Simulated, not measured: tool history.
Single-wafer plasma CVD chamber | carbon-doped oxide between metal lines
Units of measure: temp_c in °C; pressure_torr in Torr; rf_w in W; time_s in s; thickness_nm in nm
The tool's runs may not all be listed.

{"run": 1, "hour": 0.0, "temp_c": 345, "pressure_torr": 6.4, "rf_w": 505, "time_s": 17.7, "thickness_nm": 99.77}
{"run": 2, "hour": 0.8, "temp_c": 345, "pressure_torr": 5.82, "rf_w": 505, "time_s": 17.7, "thickness_nm": 98.561}
{"run": 3, "hour": 8.4, "temp_c": 345, "pressure_torr": 5.14, "rf_w": 505, "time_s": 17.7, "thickness_nm": 97.271}
{"run": 4, "hour": 11.4, "temp_c": 345, "pressure_torr": 5.14, "rf_w": 505, "time_s": 17.7, "thickness_nm": 97.483}
{"run": 5, "hour": 14.7, "temp_c": 340, "pressure_torr": 5.75, "rf_w": 515, "time_s": 17.7, "thickness_nm": 101.43}
{"run": 6, "hour": 15.9, "temp_c": 335, "pressure_torr": 6.06, "rf_w": 520, "time_s": 17.7, "thickness_nm": 104.82}
{"run": 7, "hour": 16.8, "temp_c": 332, "pressure_torr": 6.16, "rf_w": 520, "time_s": 17.7, "thickness_nm": 105.87}

What does the tool deliver on the next run?
{"run": 8, "hour": 20.5, "temp_c": 329, "pressure_torr": 6.25, "rf_w": 520, "time_s": 17.7, "thickness_nm": "?"}

{"run 8": {"thickness_nm": 106.74}}

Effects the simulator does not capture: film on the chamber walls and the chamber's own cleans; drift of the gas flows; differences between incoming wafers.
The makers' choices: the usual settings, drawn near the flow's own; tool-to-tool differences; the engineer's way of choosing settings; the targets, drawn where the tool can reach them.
